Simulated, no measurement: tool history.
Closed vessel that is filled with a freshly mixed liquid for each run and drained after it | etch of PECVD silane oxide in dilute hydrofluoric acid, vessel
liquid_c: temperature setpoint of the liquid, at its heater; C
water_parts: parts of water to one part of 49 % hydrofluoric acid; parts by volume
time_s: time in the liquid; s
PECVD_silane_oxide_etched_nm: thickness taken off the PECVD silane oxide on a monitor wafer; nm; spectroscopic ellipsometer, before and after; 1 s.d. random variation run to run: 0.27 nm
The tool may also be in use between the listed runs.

| run | hour | liquid_c | water_parts | time_s | PECVD_silane_oxide_etched_nm |
|---|---|---|---|---|---|
| 1 | 0 | 23 | 145 | 90 | 17.351 |
| 2 | 6.3 | 23 | 120 | 90 | 21.67 |
| 3 | 14.4 | 23 | 170 | 90 | 14.657 |
| 4 | 20 | 21.5 | 170 | 90 | 13.848 |
| 5 | 22.8 | 21.5 | 130 | 90 | 18.574 |
| 6 | 25.7 | 22.5 | 130 | 90 | 19.459 |

Run 7, settings as shown, results not yet in. Your forecast:
| 7 | 33.1 | 23.5 | 130 | 90 | ? |

PECVD_silane_oxide_etched_nm: 20.408 nm
